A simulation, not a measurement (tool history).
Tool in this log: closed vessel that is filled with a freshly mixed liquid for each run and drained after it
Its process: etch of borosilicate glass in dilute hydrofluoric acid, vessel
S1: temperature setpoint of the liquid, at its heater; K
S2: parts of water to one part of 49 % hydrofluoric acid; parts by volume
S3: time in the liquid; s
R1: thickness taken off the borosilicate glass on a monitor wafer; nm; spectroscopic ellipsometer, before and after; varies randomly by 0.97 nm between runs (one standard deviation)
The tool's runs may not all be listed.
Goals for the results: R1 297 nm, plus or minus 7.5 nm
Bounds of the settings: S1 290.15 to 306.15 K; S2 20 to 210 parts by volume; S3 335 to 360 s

{"run": 1, "hour": 0.0, "S1": 298.15, "S2": 115, "S3": 335, "R1": 98.009}
{"run": 2, "hour": 7.1, "S1": 299.65, "S2": 100, "S3": 335, "R1": 121.87}
{"run": 3, "hour": 14.3, "S1": 301.65, "S2": 100, "S3": 335, "R1": 131.12}
{"run": 4, "hour": 20.0, "S1": 302.65, "S2": 85, "S3": 335, "R1": 162.36}
{"run": 5, "hour": 21.2, "S1": 303.15, "S2": 75, "S3": 335, "R1": 191.99}
{"run": 6, "hour": 27.1, "S1": 303.65, "S2": 70, "S3": 335, "R1": 211.83}
{"run": 7, "hour": 33.7, "S1": 304.15, "S2": 65, "S3": 335, "R1": 233.76}
{"run": 8, "hour": 38.7, "S1": 304.65, "S2": 65, "S3": 335, "R1": 238.52}
{"run": 9, "hour": 41.4, "S1": 305.15, "S2": 65, "S3": 335, "R1": 242.31}
{"run": 10, "hour": 46.6, "S1": 305.15, "S2": 60, "S3": 335, "R1": 265}

Consider the 5 candidate settings below. Which is the only one whose results all fall within their allowed miss of target?
{"run": "A", "hour": 51.8, "S1": 305.65, "S2": 55, "S3": 360, "R1": "?"}
{"run": "B", "hour": 51.8, "S1": 304.15, "S2": 65, "S3": 355, "R1": "?"}
{"run": "C", "hour": 51.8, "S1": 305.65, "S2": 70, "S3": 335, "R1": "?"}
{"run": "D", "hour": 51.8, "S1": 304.65, "S2": 55, "S3": 350, "R1": "?"}
{"run": "E", "hour": 51.8, "S1": 305.15, "S2": 55, "S3": 360, "R1": "?"}

move=A R1=319.1
move=B R1=247.45
move=C R1=227.78
move=D R1=298.54
move=E R1=313.04
A: takes the biggest miss from the last run beyond its target
B: further off than the last run
C: further off than the last run
D: hits every target within its allowed miss
E: takes the biggest miss from the last run beyond its target
Answer: D

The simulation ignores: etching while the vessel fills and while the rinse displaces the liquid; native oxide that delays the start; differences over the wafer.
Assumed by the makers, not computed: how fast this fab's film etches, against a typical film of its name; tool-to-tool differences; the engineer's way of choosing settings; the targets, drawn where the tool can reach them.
